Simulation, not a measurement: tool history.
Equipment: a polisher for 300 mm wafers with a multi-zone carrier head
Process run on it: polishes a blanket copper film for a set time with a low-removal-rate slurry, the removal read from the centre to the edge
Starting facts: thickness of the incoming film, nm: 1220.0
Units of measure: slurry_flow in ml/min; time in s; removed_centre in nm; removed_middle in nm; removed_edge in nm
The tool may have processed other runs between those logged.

run  hour  slurry_flow  centre_zone  middle_zone  edge_zone  slurry_solids  time  removed_centre  removed_middle  removed_edge
  1     0          315            1            1          1              1    34          99.143          93.963        94.276
  2     2          315            1         1.07          1              1    34          97.678          98.131        96.247
  3   9.8          315            1         1.07          1              1    41          118.85          120.92        113.63
  4  13.1          265            1         1.07          1              1    41          116.05          118.32        114.09
  5  17.2          265            1         1.07          1           0.85    41          111.38          114.44        106.88
  6  17.8          260         1.01         1.02       1.01            0.8    40          109.28          106.36        106.16
  7  23.9          290         1.11         0.92       0.91           0.55    32          89.152          75.055        78.685
  8  29.2          300         1.12         0.92       0.92           0.55    32          90.048          75.988        77.332

Expected results for the next run?
  9    36          295         1.12         0.91       0.93            0.6    32               ?               ?             ?

Run 9 yielded removed_centre 92.182 nm, removed_middle 76.021 nm, removed_edge 78.566 nm.
